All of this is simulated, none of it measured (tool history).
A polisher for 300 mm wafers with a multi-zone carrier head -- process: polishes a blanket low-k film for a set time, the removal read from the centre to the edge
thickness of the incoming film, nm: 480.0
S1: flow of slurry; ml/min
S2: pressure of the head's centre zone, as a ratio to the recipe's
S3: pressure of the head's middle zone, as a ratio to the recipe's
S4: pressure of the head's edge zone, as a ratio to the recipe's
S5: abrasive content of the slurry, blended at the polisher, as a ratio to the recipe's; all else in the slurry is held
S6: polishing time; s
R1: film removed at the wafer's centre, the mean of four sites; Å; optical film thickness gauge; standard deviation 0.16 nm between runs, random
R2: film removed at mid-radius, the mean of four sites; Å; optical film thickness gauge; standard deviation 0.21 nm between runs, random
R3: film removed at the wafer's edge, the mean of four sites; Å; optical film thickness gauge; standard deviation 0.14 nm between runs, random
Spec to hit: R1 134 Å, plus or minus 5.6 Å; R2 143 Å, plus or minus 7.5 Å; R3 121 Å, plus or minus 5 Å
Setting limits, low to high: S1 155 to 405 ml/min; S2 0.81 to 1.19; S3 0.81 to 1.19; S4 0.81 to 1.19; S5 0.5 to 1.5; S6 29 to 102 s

{"run": 1, "hour": 0.0, "S1": 260, "S2": 1, "S3": 1, "S4": 1, "S5": 1, "S6": 65, "R1": 195.83, "R2": 193.52, "R3": 192.8}
{"run": 2, "hour": 8.9, "S1": 300, "S2": 1, "S3": 1, "S4": 1, "S5": 1, "S6": 65, "R1": 197.53, "R2": 196.14, "R3": 192.26}
{"run": 3, "hour": 13.8, "S1": 305, "S2": 1, "S3": 1.01, "S4": 0.98, "S5": 0.9, "S6": 63, "R1": 182.25, "R2": 185.09, "R3": 181.46}
{"run": 4, "hour": 17.1, "S1": 310, "S2": 1.02, "S3": 1.03, "S4": 0.96, "S5": 0.85, "S6": 60, "R1": 170.99, "R2": 172.59, "R3": 164.57}
{"run": 5, "hour": 18.4, "S1": 310, "S2": 1.02, "S3": 1.1, "S4": 0.96, "S5": 0.85, "S6": 60, "R1": 171.29, "R2": 183.01, "R3": 163.44}
{"run": 6, "hour": 23.0, "S1": 310, "S2": 1.02, "S3": 1.1, "S4": 0.96, "S5": 1, "S6": 60, "R1": 187.87, "R2": 202.53, "R3": 175.79}
{"run": 7, "hour": 30.0, "S1": 310, "S2": 1.03, "S3": 1.11, "S4": 0.95, "S5": 0.9, "S6": 59, "R1": 175.45, "R2": 189.25, "R3": 161.91}
{"run": 8, "hour": 31.9, "S1": 300, "S2": 1.01, "S3": 1.07, "S4": 0.85, "S5": 0.65, "S6": 57, "R1": 139.23, "R2": 147.53, "R3": 130.65}
{"run": 9, "hour": 32.5, "S1": 300, "S2": 1.01, "S3": 1.07, "S4": 0.84, "S5": 0.65, "S6": 57, "R1": 139.85, "R2": 147.16, "R3": 127.88}
{"run": 10, "hour": 36.7, "S1": 295, "S2": 1.01, "S3": 1.08, "S4": 0.82, "S5": 0.65, "S6": 57, "R1": 141.66, "R2": 147.56, "R3": 125.14}

Exactly one of the 4 candidate moves below puts every result within its allowed miss. Which one?
{"run": "A", "hour": 40.9, "S1": 315, "S2": 0.91, "S3": 1.19, "S4": 0.84, "S5": 0.55, "S6": 60, "R1": "?", "R2": "?", "R3": "?"}
{"run": "B", "hour": 40.9, "S1": 290, "S2": 1.06, "S3": 1.15, "S4": 0.81, "S5": 0.55, "S6": 57, "R1": "?", "R2": "?", "R3": "?"}
{"run": "C", "hour": 40.9, "S1": 315, "S2": 1.06, "S3": 0.94, "S4": 0.87, "S5": 0.55, "S6": 58, "R1": "?", "R2": "?", "R3": "?"}
{"run": "D", "hour": 40.9, "S1": 265, "S2": 0.98, "S3": 1.07, "S4": 0.81, "S5": 1.1, "S6": 43, "R1": "?", "R2": "?", "R3": "?"}

move=A R1=124.2 R2=156.05 R3=123.24
move=B R1=130.79 R2=142.88 R3=114.69
move=C R1=133.89 R2=123.33 R3=121.43
move=D R1=132.38 R2=144.26 R3=123.51
A: carries the result that was furthest off beyond its target, to the other side
B: the worst result of the last run now meets its target, but another is out of spec
C: the worst result of the last run now meets its target, but another is out of spec
D: every result lands within tolerance
D meets every target.
